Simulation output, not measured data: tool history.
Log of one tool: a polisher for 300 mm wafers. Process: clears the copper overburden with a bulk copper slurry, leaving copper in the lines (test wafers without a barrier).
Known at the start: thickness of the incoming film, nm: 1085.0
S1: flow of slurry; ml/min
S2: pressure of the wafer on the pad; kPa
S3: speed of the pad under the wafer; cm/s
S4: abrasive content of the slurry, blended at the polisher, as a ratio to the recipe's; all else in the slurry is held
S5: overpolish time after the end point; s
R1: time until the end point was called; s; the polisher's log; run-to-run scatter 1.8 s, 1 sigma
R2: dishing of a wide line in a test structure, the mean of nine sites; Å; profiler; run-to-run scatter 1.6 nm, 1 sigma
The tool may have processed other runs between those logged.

run	hour	S1	S2	S3	S4	S5	R1	R2
1	0	135	12.4	118	1	24	126.79	1065
2	1.4	135	12.4	118	1	19	124.99	910.49
3	9.4	130	13.1	116	1	22	116.48	1027.1
4	14	130	13.1	116	1	17	117.79	872.94
5	17	130	13.1	140	1	17	101.66	992.71
6	23.9	125	13.1	142	1	20	100.54	1104
7	25.8	120	13.1	144	1	22	99.715	1160.7

The next listed run, before its measurement:
8	29.7	120	13.1	144	1	24	?	?

R1: 98.27 s
R2: 1213.5 Å
